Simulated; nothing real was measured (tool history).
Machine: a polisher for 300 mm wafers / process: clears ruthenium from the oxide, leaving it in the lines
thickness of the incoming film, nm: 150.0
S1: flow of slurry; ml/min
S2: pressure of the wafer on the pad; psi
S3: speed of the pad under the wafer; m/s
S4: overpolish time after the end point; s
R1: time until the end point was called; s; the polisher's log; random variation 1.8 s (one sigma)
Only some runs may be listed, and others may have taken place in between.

run,day,S1,S2,S3,S4,R1
1,0,140,2.6,0.88,15,108.37
2,0.054,135,2.3,0.86,15,121.44
3,0.3,135,2.3,0.94,15,112.64
4,0.462,135,2.9,0.94,15,93.162
5,0.492,160,2.9,0.94,15,90.213
6,0.825,160,2.9,0.94,16,88.54
7,1.142,155,2.6,0.9,16,103.32
8,1.254,150,2.3,0.86,16,120.93
9,1.483,145,2.1,0.84,16,134.61
10,1.829,140,1.9,0.82,16,150.14
11,2.158,110,1.2,0.78,16,232.42
12,2.212,110,1.2,0.78,16,232.7
13,2.304,115,1.2,0.78,16,230.84
14,2.533,120,1.2,0.78,16,223.84
15,2.7,125,1.2,0.78,16,221.73
16,2.833,125,1.2,0.78,16,222.18

Run 17 has not been measured yet. What should we expect?
17,3.208,130,1.2,0.78,16,?

R1: 219.41 s
